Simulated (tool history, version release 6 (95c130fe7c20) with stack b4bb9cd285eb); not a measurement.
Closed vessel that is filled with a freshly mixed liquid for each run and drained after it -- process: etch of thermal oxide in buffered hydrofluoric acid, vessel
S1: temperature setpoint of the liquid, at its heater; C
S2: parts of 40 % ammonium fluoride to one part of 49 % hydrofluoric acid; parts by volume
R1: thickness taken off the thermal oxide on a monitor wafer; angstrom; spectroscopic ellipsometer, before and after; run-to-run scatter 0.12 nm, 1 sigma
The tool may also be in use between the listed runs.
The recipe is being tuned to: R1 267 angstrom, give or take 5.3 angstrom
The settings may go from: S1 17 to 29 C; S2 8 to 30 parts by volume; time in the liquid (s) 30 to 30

Run 1, hour 0: S1 21 C, S2 22.5 parts by volume, time in the liquid (s) 30. Result: R1 133.01 angstrom.
Run 2, hour 3.5: S1 22.5 C, S2 21 parts by volume, time in the liquid (s) 30. Result: R1 151.01 angstrom.
Run 3, hour 6.8: S1 23.5 C, S2 20 parts by volume, time in the liquid (s) 30. Result: R1 165.77 angstrom.
Run 4, hour 9.4: S1 23.5 C, S2 14.5 parts by volume, time in the liquid (s) 30. Result: R1 227.13 angstrom.
Run 5, hour 18.3: S1 23.5 C, S2 14.5 parts by volume, time in the liquid (s) 30. Result: R1 228.04 angstrom.
Run 6, hour 20.7: S1 24 C, S2 14.5 parts by volume, time in the liquid (s) 30. Result: R1 234.92 angstrom.
Run 7, hour 27.5: S1 24.5 C, S2 14.5 parts by volume, time in the liquid (s) 30. Result: R1 239.87 angstrom.
Run 8, hour 35.5: S1 25 C, S2 14.5 parts by volume, time in the liquid (s) 30. Result: R1 247 angstrom.

Which single option among these 4 for the next run brings every result within its allowed miss of target? Just one does.
Run A, hour 43.5: S1 20.5 C, S2 11 parts by volume, time in the liquid (s) 30. Result: R1 ?.
Run B, hour 43.5: S1 25 C, S2 14 parts by volume, time in the liquid (s) 30. Result: R1 ?.
Run C, hour 43.5: S1 25 C, S2 13.5 parts by volume, time in the liquid (s) 30. Result: R1 ?.
Run D, hour 43.5: S1 29 C, S2 17.5 parts by volume, time in the liquid (s) 30. Result: R1 ?.

move      R1
   A  254.28
   B  257.26
   C   266.6
   D  256.05
A: gains on the last run, yet a result remains outside its allowed miss
B: gains on the last run, yet a result remains outside its allowed miss
C: each result inside its tolerance
D: gains on the last run, yet a result remains outside its allowed miss
The move that meets every target is C.
